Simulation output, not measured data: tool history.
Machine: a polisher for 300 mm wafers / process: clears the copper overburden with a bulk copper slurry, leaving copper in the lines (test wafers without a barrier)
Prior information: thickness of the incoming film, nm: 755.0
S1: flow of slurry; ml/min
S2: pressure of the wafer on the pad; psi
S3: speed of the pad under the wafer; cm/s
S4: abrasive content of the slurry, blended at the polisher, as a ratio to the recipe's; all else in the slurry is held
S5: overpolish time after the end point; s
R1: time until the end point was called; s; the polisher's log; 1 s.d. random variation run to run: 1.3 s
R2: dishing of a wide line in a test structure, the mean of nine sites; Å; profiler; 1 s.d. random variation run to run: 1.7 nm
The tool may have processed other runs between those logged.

run 1 hour=0.0 | S1=145 S2=1.9 S3=104 S4=1.0 S5=19 | R1=109.750 R2=893.92
run 2 hour=6.8 | S1=145 S2=1.9 S3=104 S4=1.1 S5=19 | R1=106.700 R2=913.27
run 3 hour=11.8 | S1=145 S2=1.9 S3=104 S4=1.1 S5=23 | R1=108.690 R2=1038.20
run 4 hour=13.8 | S1=145 S2=1.9 S3=104 S4=1.1 S5=16 | R1=105.540 R2=804.07
run 5 hour=19.1 | S1=160 S2=1.9 S3=104 S4=1.1 S5=16 | R1=106.690 R2=800.86
run 6 hour=21.7 | S1=185 S2=1.9 S3=104 S4=1.1 S5=16 | R1=104.340 R2=819.41
run 7 hour=23.6 | S1=185 S2=2.0 S3=104 S4=1.1 S5=17 | R1=99.324 R2=908.25

Run 8, settings as shown, results not yet in. Your forecast:
run 8 hour=28.0 | S1=185 S2=2.1 S3=104 S4=1.1 S5=17 | R1=? R2=?

{"run 8": {"R1": 94.458, "R2": 932.33}}

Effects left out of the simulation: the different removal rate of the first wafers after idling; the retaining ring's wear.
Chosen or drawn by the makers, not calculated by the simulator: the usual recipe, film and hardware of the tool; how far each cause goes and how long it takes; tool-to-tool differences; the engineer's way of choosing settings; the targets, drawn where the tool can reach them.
